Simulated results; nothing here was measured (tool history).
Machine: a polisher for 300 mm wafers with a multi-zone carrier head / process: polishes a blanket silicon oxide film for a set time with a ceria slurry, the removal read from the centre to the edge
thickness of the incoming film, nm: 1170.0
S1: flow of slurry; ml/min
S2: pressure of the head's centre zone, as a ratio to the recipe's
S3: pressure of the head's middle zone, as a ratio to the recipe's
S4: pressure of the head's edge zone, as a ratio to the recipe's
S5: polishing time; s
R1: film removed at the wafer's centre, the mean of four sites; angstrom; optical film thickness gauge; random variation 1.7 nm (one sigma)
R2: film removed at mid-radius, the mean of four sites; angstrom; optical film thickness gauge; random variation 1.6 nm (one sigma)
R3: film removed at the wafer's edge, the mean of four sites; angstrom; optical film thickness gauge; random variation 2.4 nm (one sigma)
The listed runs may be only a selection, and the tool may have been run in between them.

run	hour	S1	S2	S3	S4	S5	R1	R2	R3
1	0.0	145	1.00	1.00	1.00	65	3152.5	3169.5	3139.5
2	1.7	145	1.01	1.00	0.98	61	2998.5	2956.0	2857.2
3	3.2	145	1.01	1.00	0.96	58	2780.8	2800.7	2660.6
4	5.1	145	1.02	1.00	0.94	56	2785.1	2690.0	2594.3
5	10.2	145	1.03	1.01	0.92	53	2634.1	2563.7	2435.9
6	18.0	145	0.97	1.01	0.92	53	2469.1	2580.2	2434.8
7	26.7	155	1.07	1.06	0.82	35	1856.1	1783.6	1549.8
8	33.5	160	1.07	1.06	0.83	35	1864.3	1831.0	1550.2
9	34.6	165	1.08	1.06	0.84	35	1909.5	1849.0	1575.5
10	37.0	170	1.08	1.06	0.85	35	1906.0	1827.1	1560.5

Forecast run 11:
11	45.7	170	1.08	1.06	0.86	35	?	?	?

{"run 11": {"R1": 1919.6, "R2": 1833.0, "R3": 1566.1}}
